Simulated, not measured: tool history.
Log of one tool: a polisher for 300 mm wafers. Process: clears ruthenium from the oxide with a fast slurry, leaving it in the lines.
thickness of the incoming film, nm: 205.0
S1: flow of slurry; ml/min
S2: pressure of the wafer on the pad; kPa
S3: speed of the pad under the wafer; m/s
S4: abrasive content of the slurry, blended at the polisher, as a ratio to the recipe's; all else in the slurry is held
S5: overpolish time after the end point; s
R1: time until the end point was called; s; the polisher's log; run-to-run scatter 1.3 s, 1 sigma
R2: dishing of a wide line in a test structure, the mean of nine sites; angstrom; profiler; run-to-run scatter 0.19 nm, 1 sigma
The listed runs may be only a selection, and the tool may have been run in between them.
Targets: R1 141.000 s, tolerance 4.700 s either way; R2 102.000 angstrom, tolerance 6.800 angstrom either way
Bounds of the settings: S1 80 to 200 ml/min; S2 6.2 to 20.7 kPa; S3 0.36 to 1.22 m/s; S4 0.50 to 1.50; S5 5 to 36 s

run	day	S1	S2	S3	S4	S5	R1	R2
1	0.000	130	13.1	0.78	1.00	18	98.753	299.360
2	0.217	130	13.1	0.78	1.00	12	98.211	211.210
3	0.492	130	13.1	0.78	1.00	15	99.697	255.600
4	0.792	130	13.1	0.78	0.85	15	109.760	225.700
5	0.888	130	13.1	0.66	0.85	15	131.870	199.480
6	0.912	130	13.1	0.78	0.85	15	113.580	218.500
7	0.954	135	12.4	0.78	0.85	13	117.180	197.350
8	1.179	100	11.7	0.72	0.85	5	146.190	61.983
9	1.271	110	11.7	0.72	0.85	6	141.640	78.016
10	1.612	135	11.0	0.72	0.85	9	140.630	113.450
11	1.842	130	11.0	0.72	0.85	9	143.040	112.500
# day 2.196: slurry nozzle cleaned
12	2.196	125	11.0	0.72	0.85	8	135.800	105.460

Exactly one of the 4 candidate moves below puts every result within its allowed miss. Which one?
A	2.550	160	12.4	0.56	0.90	8	?	?
B	2.550	160	9.0	0.72	1.05	9	?	?
C	2.550	130	10.3	0.88	0.70	7	?	?
D	2.550	115	11.0	0.62	1.00	7	?	?

move	R1	R2
A	143.890	100.970
B	134.540	120.500
C	144.330	88.535
D	143.570	88.984
A: all results land within tolerance of their targets
B: the biggest miss grows against the last run
C: meets the target for the result that was furthest off, but another lies outside its allowed miss
D: meets the target for the result that was furthest off, but another lies outside its allowed miss
A is the move that brings every result within its allowed miss.

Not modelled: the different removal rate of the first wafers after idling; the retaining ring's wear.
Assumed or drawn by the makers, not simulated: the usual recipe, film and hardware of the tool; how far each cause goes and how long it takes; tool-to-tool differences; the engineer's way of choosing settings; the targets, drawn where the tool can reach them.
